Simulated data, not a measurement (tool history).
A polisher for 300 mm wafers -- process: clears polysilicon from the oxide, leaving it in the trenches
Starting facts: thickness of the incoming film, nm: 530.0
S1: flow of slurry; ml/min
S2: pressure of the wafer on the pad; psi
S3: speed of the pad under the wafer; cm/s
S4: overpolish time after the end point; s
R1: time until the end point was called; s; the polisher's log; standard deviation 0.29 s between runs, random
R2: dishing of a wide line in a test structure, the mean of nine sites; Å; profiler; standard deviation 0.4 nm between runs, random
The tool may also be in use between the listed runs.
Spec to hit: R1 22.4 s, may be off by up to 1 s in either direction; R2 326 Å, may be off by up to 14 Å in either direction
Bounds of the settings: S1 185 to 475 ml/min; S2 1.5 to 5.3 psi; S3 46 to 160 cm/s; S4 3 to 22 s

Run 1, hour 0: S1 305 ml/min, S2 3.4 psi, S3 102 cm/s, S4 11 s. Result: R1 31.255 s, R2 378.7 Å.
Run 2, hour 7.3: S1 305 ml/min, S2 3.5 psi, S3 102 cm/s, S4 10 s. Result: R1 30.776 s, R2 382.19 Å.
Run 3, hour 12: S1 305 ml/min, S2 3.5 psi, S3 102 cm/s, S4 5 s. Result: R1 30.784 s, R2 349.37 Å.
Run 4, hour 19.2: S1 305 ml/min, S2 3.6 psi, S3 102 cm/s, S4 5 s. Result: R1 29.789 s, R2 349.21 Å.
Run 5, hour 21.4: S1 305 ml/min, S2 3.6 psi, S3 102 cm/s, S4 10 s. Result: R1 29.368 s, R2 377.31 Å.
Run 6, hour 26.9: S1 275 ml/min, S2 3.6 psi, S3 102 cm/s, S4 10 s. Result: R1 30.823 s, R2 370.74 Å.
Run 7, hour 34.6: S1 190 ml/min, S2 4.6 psi, S3 106 cm/s, S4 4 s. Result: R1 24.592 s, R2 347.31 Å.
Run 8, hour 39.8: S1 190 ml/min, S2 4.7 psi, S3 106 cm/s, S4 4 s. Result: R1 23.133 s, R2 345.11 Å.
Run 9, hour 40.9: S1 190 ml/min, S2 4.8 psi, S3 104 cm/s, S4 4 s. Result: R1 23.811 s, R2 354.08 Å.
Run 10, hour 42.1: S1 190 ml/min, S2 4.7 psi, S3 108 cm/s, S4 4 s. Result: R1 23.007 s, R2 351.46 Å.

4 candidate next runs follow, results not yet known. Just one meets every target within its allowed miss. Identify it.
Run A, hour 43.3: S1 215 ml/min, S2 4.6 psi, S3 104 cm/s, S4 16 s. Result: R1 ?, R2 ?.
Run B, hour 43.3: S1 185 ml/min, S2 4.6 psi, S3 112 cm/s, S4 5 s. Result: R1 ?, R2 ?.
Run C, hour 43.3: S1 225 ml/min, S2 5.2 psi, S3 98 cm/s, S4 3 s. Result: R1 ?, R2 ?.
Run D, hour 43.3: S1 195 ml/min, S2 4.1 psi, S3 122 cm/s, S4 8 s. Result: R1 ?, R2 ?.

move      R1      R2
   A  23.854  377.45
   B  22.558     361
   C  22.295  321.07
   D  23.123  374.63
A: the biggest miss grows against the last run
B: the biggest miss grows against the last run
C: each result inside its tolerance
D: the biggest miss grows against the last run
C meets every target.

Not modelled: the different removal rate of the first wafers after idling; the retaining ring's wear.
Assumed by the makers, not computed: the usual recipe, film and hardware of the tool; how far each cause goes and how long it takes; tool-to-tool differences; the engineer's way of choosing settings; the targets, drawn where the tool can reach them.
